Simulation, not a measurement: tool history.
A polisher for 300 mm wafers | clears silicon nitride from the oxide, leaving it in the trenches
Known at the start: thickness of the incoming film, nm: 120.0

run,hour,flow of slurry (ml/min),pressure of the wafer on the pad (psi),speed of the pad under the wafer (cm/s),overpolish time after the end point (s),time until the end point was called (s)
1,0.0,250,2.8,118,9,89.954
2,8.3,250,3.1,118,9,82.032
3,16.8,250,3.1,118,9,79.915
4,18.6,250,3.1,118,9,79.975
5,25.1,250,3.3,118,9,77.707
6,33.8,250,3.6,120,9,69.208
7,39.0,250,3.8,120,9,65.605

The next listed run, before its measurement:
8,40.6,250,3.9,120,9,?

time until the end point was called (s): 63.826

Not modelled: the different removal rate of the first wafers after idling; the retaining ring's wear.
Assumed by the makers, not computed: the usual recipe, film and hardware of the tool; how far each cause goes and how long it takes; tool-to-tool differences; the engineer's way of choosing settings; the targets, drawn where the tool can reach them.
